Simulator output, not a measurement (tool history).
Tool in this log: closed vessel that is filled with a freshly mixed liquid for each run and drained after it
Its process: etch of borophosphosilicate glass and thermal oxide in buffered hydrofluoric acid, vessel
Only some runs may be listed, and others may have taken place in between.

run  hour  temperature setpoint of the liquid (C)  parts of 40 % ammonium fluoride to one part of 49 % hydrofluoric acid (parts by volume)  time in the liquid (s)  thickness taken off the borophosphosilicate glass on a monitor wafer (Å)  thickness taken off the thermal oxide on a monitor wafer (Å)
  1     0                                      25                                                                                     10.5                      60                                                                      1305                                                        719.86
  2   3.2                                      25                                                                                       13                      60                                                                    1062.7                                                        586.51
  3   6.3                                    24.5                                                                                       13                      60                                                                    1029.2                                                        568.06
  4  15.1                                    24.5                                                                                       13                      35                                                                     605.6                                                        324.22
  5    18                                      26                                                                                       13                      35                                                                    646.51                                                        362.59
  6  27.1                                      26                                                                                       12                      35                                                                    698.62                                                        390.53

What does the tool deliver on the next run?
  7  34.3                                      26                                                                                     11.5                      35                                                                         ?                                                             ?

{"run 7": {"thickness taken off the borophosphosilicate glass on a monitor wafer (Å)": 737.67, "thickness taken off the thermal oxide on a monitor wafer (Å)": 407.33}}
